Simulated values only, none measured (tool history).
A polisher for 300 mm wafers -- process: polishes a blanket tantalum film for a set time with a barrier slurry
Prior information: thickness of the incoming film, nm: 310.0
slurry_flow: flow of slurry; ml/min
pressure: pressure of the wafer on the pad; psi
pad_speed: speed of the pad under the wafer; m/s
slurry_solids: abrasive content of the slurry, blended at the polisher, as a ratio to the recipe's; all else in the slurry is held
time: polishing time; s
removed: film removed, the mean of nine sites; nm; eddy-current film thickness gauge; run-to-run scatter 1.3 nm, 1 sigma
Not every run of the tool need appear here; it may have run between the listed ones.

run 1 hour=0 | slurry_flow=275 pressure=2 pad_speed=0.88 slurry_solids=1 time=101 | removed=116.88
run 2 hour=1.2 | slurry_flow=275 pressure=2 pad_speed=0.88 slurry_solids=1 time=106 | removed=122.04
run 3 hour=5.5 | slurry_flow=275 pressure=2 pad_speed=0.74 slurry_solids=1 time=106 | removed=102.91
run 4 hour=13.5 | slurry_flow=275 pressure=2 pad_speed=0.74 slurry_solids=0.85 time=106 | removed=99.189
run 5 hour=21.2 | slurry_flow=275 pressure=2.2 pad_speed=0.74 slurry_solids=0.85 time=106 | removed=105.67
run 6 hour=28.4 | slurry_flow=275 pressure=2.4 pad_speed=0.76 slurry_solids=0.85 time=106 | removed=115.5
-- hour=31.3 head pressure recalibrated
run 7 hour=31.3 | slurry_flow=275 pressure=2.5 pad_speed=0.78 slurry_solids=0.85 time=106 | removed=136.39

Run 8 has not been measured yet. What should we expect?
run 8 hour=34.9 | slurry_flow=290 pressure=2.9 pad_speed=0.78 slurry_solids=0.85 time=106 | removed=?

Run 8 produced removed 152.95 nm.
